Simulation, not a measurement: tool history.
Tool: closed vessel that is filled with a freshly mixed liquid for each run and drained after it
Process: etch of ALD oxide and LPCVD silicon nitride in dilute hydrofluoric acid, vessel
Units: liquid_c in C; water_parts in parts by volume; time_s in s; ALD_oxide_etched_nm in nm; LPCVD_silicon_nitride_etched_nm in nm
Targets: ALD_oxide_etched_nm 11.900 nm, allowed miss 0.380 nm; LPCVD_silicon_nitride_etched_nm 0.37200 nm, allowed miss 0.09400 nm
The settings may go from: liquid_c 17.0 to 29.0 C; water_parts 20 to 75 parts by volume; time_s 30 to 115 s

run    day  liquid_c  water_parts  time_s  ALD_oxide_etched_nm  LPCVD_silicon_nitride_etched_nm
  1  0.000      21.0           45      60               17.890                          0.52686
  2  0.038      23.5           45      60               19.333                          0.62751
  3  0.329      26.5           45      60               22.337                          0.76340
  4  0.638      26.5           45      40               14.887                          0.52101
  5  0.933      26.0           45      40               14.583                          0.52536
  6  1.292      26.0           45      55               20.290                          0.77067
  7  1.625      25.0           45      55               19.089                          0.75991
  8  1.871      24.0           45      55               18.269                          0.70428
  9  1.917      23.0           45      55               17.819                          0.56514
 10  2.221      22.5           45      55               17.524                          0.59726
 11  2.333      22.0           45      55               16.998                          0.58480
 12  2.592      21.5           45      55               16.498                          0.49773
 13  2.679      20.5           50      55               14.284                          0.39860
 14  2.867      20.5           55      55               12.649                          0.39282
 15  3.125      20.0           55      55               12.717                          0.36820
 16  3.325      20.0           60      55               11.526                          0.34154
 17  3.683      20.0           60      55               11.533                          0.33675

4 next moves are on the table. One of them brings every result within its allowed miss. Which?
  A  4.042      19.0           60      55                    ?                                ?
  B  4.042      27.5           60      45                    ?                                ?
  C  4.042      21.0           55      50                    ?                                ?
  D  4.042      23.5           60      45                    ?                                ?

move  ALD_oxide_etched_nm  LPCVD_silicon_nitride_etched_nm
   A               10.970                          0.30852
   B               12.728                          0.44807
   C               11.910                          0.35063
   D               10.831                          0.34361
A: further off than the last run
B: takes the result that was furthest off past its target
C: meets every target
D: further off than the last run
Move C is the one to make.
